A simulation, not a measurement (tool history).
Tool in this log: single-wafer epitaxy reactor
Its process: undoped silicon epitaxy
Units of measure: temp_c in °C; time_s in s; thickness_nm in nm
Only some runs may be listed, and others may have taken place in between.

run 1 hour=0 | temp_c=655 time_s=576 | thickness_nm=110.08
run 2 hour=7.3 | temp_c=655 time_s=632 | thickness_nm=120.94
run 3 hour=11.3 | temp_c=653 time_s=632 | thickness_nm=115.5
run 4 hour=20.2 | temp_c=651 time_s=632 | thickness_nm=109.88
run 5 hour=23 | temp_c=650 time_s=632 | thickness_nm=107.13
run 6 hour=30.6 | temp_c=649 time_s=632 | thickness_nm=104.21
run 7 hour=31.4 | temp_c=648 time_s=632 | thickness_nm=101.6

Forecast run 8:
run 8 hour=34.4 | temp_c=647 time_s=632 | thickness_nm=?

{"run 8": {"thickness_nm": 99.214}}
